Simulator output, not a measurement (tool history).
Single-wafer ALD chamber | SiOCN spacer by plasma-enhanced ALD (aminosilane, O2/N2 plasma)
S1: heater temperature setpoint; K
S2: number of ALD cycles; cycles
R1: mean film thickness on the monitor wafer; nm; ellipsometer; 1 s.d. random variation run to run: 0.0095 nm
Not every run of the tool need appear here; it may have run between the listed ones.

{"run": 1, "hour": 0.0, "S1": 688.15, "S2": 58, "R1": 3.0628}
{"run": 2, "hour": 1.2, "S1": 686.15, "S2": 60, "R1": 3.1836}
{"run": 3, "hour": 5.5, "S1": 686.15, "S2": 56, "R1": 2.9781}
{"run": 4, "hour": 12.1, "S1": 691.15, "S2": 56, "R1": 2.9372}
{"run": 5, "hour": 16.0, "S1": 690.15, "S2": 59, "R1": 3.0947}
{"run": 6, "hour": 22.9, "S1": 690.15, "S2": 64, "R1": 3.3652}
{"run": 7, "hour": 32.0, "S1": 688.15, "S2": 65, "R1": 3.4282}
{"run": 8, "hour": 34.0, "S1": 687.15, "S2": 66, "R1": 3.4927}

Run 9 has not been measured yet. What should we expect?
{"hour": 42.0, "done": "thermocouple changed; heater temperature recalibrated"}
{"run": 9, "hour": 42.0, "S1": 686.15, "S2": 66, "R1": "?"}

Run 9 measured R1 3.5328 nm.
